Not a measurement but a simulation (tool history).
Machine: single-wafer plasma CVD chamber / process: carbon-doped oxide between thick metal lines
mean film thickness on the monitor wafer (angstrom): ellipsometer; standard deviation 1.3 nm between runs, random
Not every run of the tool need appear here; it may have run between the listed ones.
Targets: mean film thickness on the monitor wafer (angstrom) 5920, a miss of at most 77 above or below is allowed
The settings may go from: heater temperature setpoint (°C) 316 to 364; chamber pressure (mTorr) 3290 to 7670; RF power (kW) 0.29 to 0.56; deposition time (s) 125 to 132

| run | hour | heater temperature setpoint (°C) | chamber pressure (mTorr) | RF power (kW) | deposition time (s) | mean film thickness on the monitor wafer (angstrom) |
|---|---|---|---|---|---|---|
| 1 | 0 | 340 | 5480 | 0.425 | 132 | 7198.3 |
| 2 | 5.9 | 344 | 4980 | 0.41 | 132 | 6782.3 |
| 3 | 8 | 344 | 4980 | 0.45 | 132 | 7371.2 |
| 4 | 14.5 | 349 | 4980 | 0.45 | 132 | 7276 |
| 5 | 15.4 | 351 | 4580 | 0.43 | 132 | 6862.1 |
| 6 | 19.1 | 353 | 4260 | 0.42 | 132 | 6609.4 |
| 7 | 21.9 | 363 | 3290 | 0.385 | 132 | 5794.7 |
| 8 | 24.2 | 362 | 3330 | 0.385 | 132 | 5836.3 |

Which of these 5 next moves meets every target?
| A | 26.5 | 364 | 4000 | 0.395 | 125 | ? |
| B | 26.5 | 363 | 3690 | 0.38 | 131 | ? |
| C | 26.5 | 360 | 4310 | 0.37 | 127 | ? |
| D | 26.5 | 363 | 3290 | 0.4 | 127 | ? |
| E | 26.5 | 358 | 3660 | 0.39 | 129 | ? |

| move | mean film thickness on the monitor wafer (angstrom) |
|---|---|
| A | 5775.3 |
| B | 5794.3 |
| C | 5652.6 |
| D | 5780.6 |
| E | 5894.9 |
A: lands further from the targets than the last run did
B: lands further from the targets than the last run did
C: lands further from the targets than the last run did
D: lands further from the targets than the last run did
E: every result lands within tolerance
Move E is the one to make.
